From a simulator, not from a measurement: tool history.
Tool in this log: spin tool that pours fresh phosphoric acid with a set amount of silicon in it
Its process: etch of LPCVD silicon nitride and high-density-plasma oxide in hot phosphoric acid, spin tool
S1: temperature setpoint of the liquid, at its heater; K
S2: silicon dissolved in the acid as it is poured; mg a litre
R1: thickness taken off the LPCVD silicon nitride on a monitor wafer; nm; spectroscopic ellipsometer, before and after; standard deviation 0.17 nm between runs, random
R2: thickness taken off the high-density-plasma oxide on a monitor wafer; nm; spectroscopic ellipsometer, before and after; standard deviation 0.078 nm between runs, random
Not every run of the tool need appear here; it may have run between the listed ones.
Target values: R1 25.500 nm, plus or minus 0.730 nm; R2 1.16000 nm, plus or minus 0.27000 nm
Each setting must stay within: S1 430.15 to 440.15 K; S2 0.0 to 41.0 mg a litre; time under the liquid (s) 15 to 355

run 1 hour=0.0 | S1=435.15 S2=18.0 time_under_the_liquid_(s)=180 | R1=17.217 R2=0.60327
run 2 hour=1.9 | S1=436.15 S2=17.0 time_under_the_liquid_(s)=195 | R1=19.626 R2=0.70956
run 3 hour=6.1 | S1=436.15 S2=13.5 time_under_the_liquid_(s)=195 | R1=19.406 R2=0.67142
run 4 hour=11.7 | S1=437.15 S2=10.0 time_under_the_liquid_(s)=205 | R1=21.014 R2=0.84374
run 5 hour=14.8 | S1=437.15 S2=10.0 time_under_the_liquid_(s)=280 | R1=28.661 R2=1.23480
run 6 hour=20.2 | S1=437.15 S2=20.5 time_under_the_liquid_(s)=280 | R1=28.809 R2=1.04510
run 7 hour=24.8 | S1=436.65 S2=16.0 time_under_the_liquid_(s)=275 | R1=27.521 R2=1.05950
run 8 hour=30.9 | S1=436.15 S2=13.0 time_under_the_liquid_(s)=275 | R1=27.102 R2=1.03740
run 9 hour=36.2 | S1=436.15 S2=9.5 time_under_the_liquid_(s)=270 | R1=26.658 R2=1.18280
run 10 hour=39.7 | S1=436.15 S2=9.5 time_under_the_liquid_(s)=270 | R1=26.519 R2=1.10270

5 candidate next runs follow, results not yet known. Just one meets every target within its allowed miss. Identify it.
run A hour=43.2 | S1=438.65 S2=15.5 time_under_the_liquid_(s)=255 | R1=? R2=?
run B hour=43.2 | S1=435.65 S2=15.0 time_under_the_liquid_(s)=275 | R1=? R2=?
run C hour=43.2 | S1=435.65 S2=9.5 time_under_the_liquid_(s)=245 | R1=? R2=?
run D hour=43.2 | S1=433.65 S2=20.0 time_under_the_liquid_(s)=305 | R1=? R2=?
run E hour=43.2 | S1=439.15 S2=12.0 time_under_the_liquid_(s)=235 | R1=? R2=?

move=A R1=27.786 R2=1.10990
move=B R1=27.143 R2=0.97447
move=C R1=24.182 R2=0.98753
move=D R1=28.161 R2=0.81625
move=E R1=26.029 R2=1.15440
A: further off than the last run
B: further off than the last run
C: takes the biggest miss from the last run beyond its target
D: further off than the last run
E: all results land within tolerance of their targets
So the answer is move E, the one that meets all the targets.
